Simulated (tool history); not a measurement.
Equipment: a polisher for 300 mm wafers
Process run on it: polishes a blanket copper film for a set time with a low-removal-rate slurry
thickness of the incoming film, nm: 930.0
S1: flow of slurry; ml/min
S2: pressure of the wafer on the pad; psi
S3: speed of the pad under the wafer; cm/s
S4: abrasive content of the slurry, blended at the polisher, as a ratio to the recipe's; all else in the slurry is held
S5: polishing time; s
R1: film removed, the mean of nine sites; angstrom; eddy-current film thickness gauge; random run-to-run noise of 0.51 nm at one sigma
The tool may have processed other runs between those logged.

run  hour   S1   S2   S3  S4  S5      R1
  1     0  290  1.7  134   1  27  588.42
  2   7.6  290  1.6  134   1  27  550.43
  3  10.5  290  1.5  134   1  27  528.52
  4  17.9  290  1.5  134   1  25  473.77
  5    25  290  1.5  158   1  25  555.46
  6  28.3  290  1.4  158   1  25  533.39

Predict the results of run 7:
  7  32.3  290  0.9  154   1  25   ?

{"run 7": {"R1": 330.53}}
